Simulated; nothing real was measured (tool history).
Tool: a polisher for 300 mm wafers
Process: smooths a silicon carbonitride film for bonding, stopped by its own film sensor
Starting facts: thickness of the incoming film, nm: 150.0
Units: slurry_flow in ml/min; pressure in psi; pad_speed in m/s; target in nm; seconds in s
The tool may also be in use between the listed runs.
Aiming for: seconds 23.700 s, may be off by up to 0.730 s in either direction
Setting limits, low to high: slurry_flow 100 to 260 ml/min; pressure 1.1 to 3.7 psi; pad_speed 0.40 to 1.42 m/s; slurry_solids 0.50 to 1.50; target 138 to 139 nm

run,hour,slurry_flow,pressure,pad_speed,slurry_solids,target,seconds
1,0.0,165,2.4,0.90,1.00,138,41.163
2,7.1,165,2.2,0.90,1.00,138,44.705
3,14.7,175,2.6,0.90,1.00,138,37.592
4,15.4,180,2.9,0.90,1.00,138,33.301
# hour 18.2: slurry blender recalibrated
5,18.2,185,3.1,0.90,1.00,138,28.408
6,22.2,185,3.3,0.90,1.00,138,26.804
7,27.9,185,3.3,0.90,1.00,138,26.813
8,34.9,195,3.3,0.90,1.00,138,26.327
9,38.0,205,3.3,0.90,1.00,138,26.899
10,44.6,205,3.4,0.90,1.00,138,25.721
11,51.1,205,3.5,0.90,1.00,138,25.127

Pick the move, out of 4, that brings all results within their allowed miss; only one does.
A,57.6,195,3.4,0.92,0.90,138,?
B,57.6,215,3.3,0.92,1.15,139,?
C,57.6,200,3.6,0.86,1.15,138,?
D,57.6,225,3.7,0.94,0.95,139,?

move,seconds
A,27.161
B,22.359
C,23.665
D,21.523
A: lands further from the targets than the last run did
B: moves the result that the last run missed by most past its target, out the other side
C: each result inside its tolerance
D: moves the result that the last run missed by most past its target, out the other side
C is the move that brings every result within its allowed miss.

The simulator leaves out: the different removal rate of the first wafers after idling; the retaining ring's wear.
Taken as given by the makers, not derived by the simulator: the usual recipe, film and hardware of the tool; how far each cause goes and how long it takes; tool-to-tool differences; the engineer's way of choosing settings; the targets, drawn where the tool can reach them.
